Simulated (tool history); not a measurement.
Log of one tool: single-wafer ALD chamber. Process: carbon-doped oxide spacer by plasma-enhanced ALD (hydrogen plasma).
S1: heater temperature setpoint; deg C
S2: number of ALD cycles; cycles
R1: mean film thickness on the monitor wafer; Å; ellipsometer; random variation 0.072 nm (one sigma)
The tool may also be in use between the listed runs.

Run 1, hour 0.0: S1 405 deg C, S2 381 cycles. Result: R1 186.23 Å.
Run 2, hour 4.9: S1 407 deg C, S2 373 cycles. Result: R1 182.78 Å.
Run 3, hour 6.8: S1 408 deg C, S2 365 cycles. Result: R1 178.36 Å.
Run 4, hour 8.7: S1 398 deg C, S2 365 cycles. Result: R1 181.29 Å.
Run 5, hour 11.0: S1 398 deg C, S2 405 cycles. Result: R1 202.04 Å.
Run 6, hour 20.3: S1 393 deg C, S2 405 cycles. Result: R1 201.50 Å.
Run 7, hour 25.4: S1 393 deg C, S2 390 cycles. Result: R1 194.65 Å.

The next listed run, before its measurement:
Run 8, hour 31.6: S1 405 deg C, S2 329 cycles. Result: R1 ?.

Run 8 gave R1 160.00 Å.
